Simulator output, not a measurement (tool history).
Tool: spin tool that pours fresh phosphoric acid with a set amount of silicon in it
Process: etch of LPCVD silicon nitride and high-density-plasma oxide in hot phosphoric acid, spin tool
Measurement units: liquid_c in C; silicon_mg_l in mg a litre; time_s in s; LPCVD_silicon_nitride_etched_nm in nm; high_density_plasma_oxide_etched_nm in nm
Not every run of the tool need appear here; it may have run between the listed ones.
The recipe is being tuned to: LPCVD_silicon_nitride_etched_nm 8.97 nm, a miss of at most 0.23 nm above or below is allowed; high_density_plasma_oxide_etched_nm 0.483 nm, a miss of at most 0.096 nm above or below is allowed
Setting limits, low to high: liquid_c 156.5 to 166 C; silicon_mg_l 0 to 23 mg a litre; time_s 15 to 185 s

run,hour,liquid_c,silicon_mg_l,time_s,LPCVD_silicon_nitride_etched_nm,high_density_plasma_oxide_etched_nm
1,0,161,10,95,7.6821,0.61737
2,6.2,161,13,100,8.0759,0.55526
3,12.9,161,13,80,6.3492,0.46683
4,15.1,161,13,65,5.2289,0.36601
5,19.1,161,13,80,6.45,0.48465
6,25.4,161,15.5,85,6.7932,0.4837
7,32.7,161,17.5,90,7.2623,0.46936
8,35.5,161.5,19,95,7.8351,0.46094

Which of these 4 next moves meets every target?
A,38.3,160.5,4,105,?,?
B,38.3,160,22,115,?,?
C,38.3,161,4.5,105,?,?
D,38.3,163.5,10,110,?,?

move,LPCVD_silicon_nitride_etched_nm,high_density_plasma_oxide_etched_nm
A,8.3905,0.69201
B,9.0368,0.4726
C,8.5321,0.711
D,9.7129,0.79729
A: nearer the targets than the last run, but a result is still out of spec
B: each result inside its tolerance
C: nearer the targets than the last run, but a result is still out of spec
D: pushes the last run's worst result past its target
So the answer is move B, the one that meets all the targets.

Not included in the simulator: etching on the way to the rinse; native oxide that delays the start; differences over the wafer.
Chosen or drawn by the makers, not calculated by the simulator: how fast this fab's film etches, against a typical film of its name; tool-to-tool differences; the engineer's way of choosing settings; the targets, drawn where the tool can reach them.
